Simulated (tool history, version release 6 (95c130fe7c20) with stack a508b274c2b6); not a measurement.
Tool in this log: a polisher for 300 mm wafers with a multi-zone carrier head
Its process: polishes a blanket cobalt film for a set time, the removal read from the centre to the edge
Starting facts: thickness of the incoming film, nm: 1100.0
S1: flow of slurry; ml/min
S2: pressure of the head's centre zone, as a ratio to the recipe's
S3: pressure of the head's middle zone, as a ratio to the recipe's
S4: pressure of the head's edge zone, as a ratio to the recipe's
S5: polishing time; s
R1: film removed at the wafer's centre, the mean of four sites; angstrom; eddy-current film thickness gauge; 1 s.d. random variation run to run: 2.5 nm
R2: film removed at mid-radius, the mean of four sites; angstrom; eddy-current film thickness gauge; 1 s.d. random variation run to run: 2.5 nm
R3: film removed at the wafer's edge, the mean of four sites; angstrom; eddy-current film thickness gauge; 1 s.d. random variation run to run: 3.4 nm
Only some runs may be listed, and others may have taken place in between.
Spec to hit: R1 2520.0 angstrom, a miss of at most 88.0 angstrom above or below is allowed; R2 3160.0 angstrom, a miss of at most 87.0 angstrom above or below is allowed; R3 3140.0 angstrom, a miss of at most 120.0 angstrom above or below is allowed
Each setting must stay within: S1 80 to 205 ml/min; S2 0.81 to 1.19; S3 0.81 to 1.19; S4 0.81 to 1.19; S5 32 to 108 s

Run 1, day 0.000: S1 135 ml/min, S2 1.00, S3 1.00, S4 1.00, S5 70 s. Result: R1 3506.3 angstrom, R2 3490.6 angstrom, R3 3481.7 angstrom.
Run 2, day 0.300: S1 135 ml/min, S2 1.03, S3 1.00, S4 1.00, S5 70 s. Result: R1 3553.1 angstrom, R2 3541.0 angstrom, R3 3473.5 angstrom.
Run 3, day 0.662: S1 130 ml/min, S2 1.00, S3 1.02, S4 1.01, S5 69 s. Result: R1 3342.4 angstrom, R2 3502.3 angstrom, R3 3454.5 angstrom.
Run 4, day 1.004: S1 130 ml/min, S2 1.00, S3 1.02, S4 0.96, S5 69 s. Result: R1 3357.8 angstrom, R2 3528.0 angstrom, R3 3350.0 angstrom.
Run 5, day 1.254: S1 130 ml/min, S2 1.00, S3 1.02, S4 1.02, S5 69 s. Result: R1 3381.4 angstrom, R2 3509.4 angstrom, R3 3410.2 angstrom.
Run 6, day 1.554: S1 160 ml/min, S2 1.00, S3 1.02, S4 1.02, S5 69 s. Result: R1 3468.6 angstrom, R2 3642.2 angstrom, R3 3535.1 angstrom.
Run 7, day 1.583: S1 155 ml/min, S2 0.97, S3 1.02, S4 1.02, S5 68 s. Result: R1 3352.8 angstrom, R2 3565.9 angstrom, R3 3336.8 angstrom.
Run 8, day 1.950: S1 145 ml/min, S2 0.95, S3 1.03, S4 1.04, S5 67 s. Result: R1 3146.9 angstrom, R2 3501.1 angstrom, R3 3370.2 angstrom.
Run 9, day 2.254: S1 140 ml/min, S2 0.93, S3 1.03, S4 1.04, S5 67 s. Result: R1 3079.6 angstrom, R2 3432.5 angstrom, R3 3370.2 angstrom.
Run 10, day 2.458: S1 135 ml/min, S2 0.91, S3 1.03, S4 1.04, S5 67 s. Result: R1 2985.4 angstrom, R2 3460.1 angstrom, R3 3370.6 angstrom.
Run 11, day 2.488: S1 130 ml/min, S2 0.90, S3 1.03, S4 1.03, S5 67 s. Result: R1 2974.2 angstrom, R2 3442.4 angstrom, R3 3330.9 angstrom.
Run 12, day 2.788: S1 125 ml/min, S2 0.89, S3 1.03, S4 1.03, S5 66 s. Result: R1 2855.6 angstrom, R2 3369.1 angstrom, R3 3250.0 angstrom.
Run 13, day 2.975: S1 120 ml/min, S2 0.88, S3 1.03, S4 1.03, S5 66 s. Result: R1 2825.2 angstrom, R2 3347.1 angstrom, R3 3238.4 angstrom.

Of the 4 settings listed for the next run, only one would bring every result within its allowed miss of target. Which one?
Run A, day 3.162: S1 115 ml/min, S2 0.83, S3 1.01, S4 1.03, S5 64 s. Result: R1 ?, R2 ?, R3 ?.
Run B, day 3.162: S1 130 ml/min, S2 0.95, S3 1.01, S4 0.98, S5 64 s. Result: R1 ?, R2 ?, R3 ?.
Run C, day 3.162: S1 120 ml/min, S2 0.87, S3 0.92, S4 1.12, S5 68 s. Result: R1 ?, R2 ?, R3 ?.
Run D, day 3.162: S1 100 ml/min, S2 0.81, S3 1.11, S4 1.09, S5 66 s. Result: R1 ?, R2 ?, R3 ?.

move      R1      R2      R3
   A  2544.4  3185.0  3212.7
   B  2986.5  3251.3  3183.3
   C  2857.3  3151.6  3582.6
   D  2488.1  3469.7  3343.3
A: every result lands within tolerance
B: its largest miss is bigger than the last run's
C: its largest miss is bigger than the last run's
D: puts the biggest miss on target and leaves a different result outside tolerance
A meets every target.
